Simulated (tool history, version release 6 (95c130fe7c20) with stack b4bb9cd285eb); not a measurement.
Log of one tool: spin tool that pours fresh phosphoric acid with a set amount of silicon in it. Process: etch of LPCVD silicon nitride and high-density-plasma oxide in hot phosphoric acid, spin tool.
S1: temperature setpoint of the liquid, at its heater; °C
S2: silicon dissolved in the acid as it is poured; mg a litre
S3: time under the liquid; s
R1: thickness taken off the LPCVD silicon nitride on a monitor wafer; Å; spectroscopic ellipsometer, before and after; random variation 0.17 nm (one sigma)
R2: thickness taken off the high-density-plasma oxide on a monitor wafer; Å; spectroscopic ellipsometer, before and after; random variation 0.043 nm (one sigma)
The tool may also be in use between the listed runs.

| run | hour | S1 | S2 | S3 | R1 | R2 |
|---|---|---|---|---|---|---|
| 1 | 0 | 160 | 11.5 | 155 | 121.08 | 6.028 |
| 2 | 4.9 | 161 | 10.5 | 165 | 133.06 | 7.4355 |
| 3 | 10.6 | 161 | 7.5 | 165 | 131.83 | 7.6209 |
| 4 | 14.1 | 161.5 | 8.5 | 175 | 146.61 | 7.8589 |
| 5 | 14.8 | 161.5 | 12 | 175 | 143.85 | 7.7251 |
| 6 | 23.3 | 162 | 11 | 180 | 149.1 | 8.1077 |
| 7 | 27.8 | 162.5 | 9.5 | 185 | 155.02 | 9.9314 |

Forecast run 8:
|  | 31.2 | dissolved silicon flow meter replaced |
| 8 | 31.2 | 162.5 | 10 | 190 | ? | ? |

{"run 8": {"R1": 162.31, "R2": 9.4989}}
